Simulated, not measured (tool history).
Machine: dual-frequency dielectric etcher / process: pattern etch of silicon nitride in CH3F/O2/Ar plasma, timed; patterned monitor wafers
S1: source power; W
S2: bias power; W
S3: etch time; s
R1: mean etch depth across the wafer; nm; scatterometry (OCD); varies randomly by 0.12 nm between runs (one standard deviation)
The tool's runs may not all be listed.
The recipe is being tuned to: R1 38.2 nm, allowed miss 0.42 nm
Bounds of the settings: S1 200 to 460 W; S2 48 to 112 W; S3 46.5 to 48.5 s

run,hour,S1,S2,S3,R1
1,0,330,80,46.5,34.422
2,7.8,350,80,46.5,35.244
3,15.7,360,80,46.5,35.805
4,16.7,370,80,46.5,35.835
5,24.5,370,80,48.5,37.45
6,25.9,340,80,48.5,36.408
7,31.2,350,80,48.5,36.929
8,32.6,360,80,48.5,37.11

Of the 4 settings listed for the next run, only one would bring every result within its allowed miss of target. Which one?
A,34,330,78,47,?
B,34,350,95,48.5,?
C,34,380,77,48.5,?
D,34,340,90,48,?

move,R1
A,34.799
B,38.41
C,37.685
D,37.132
A: lands further from the targets than the last run did
B: each result inside its tolerance
C: nearer than the last run, and not there yet
D: no better and no worse than the last run
So the answer is move B, the one that meets all the targets.
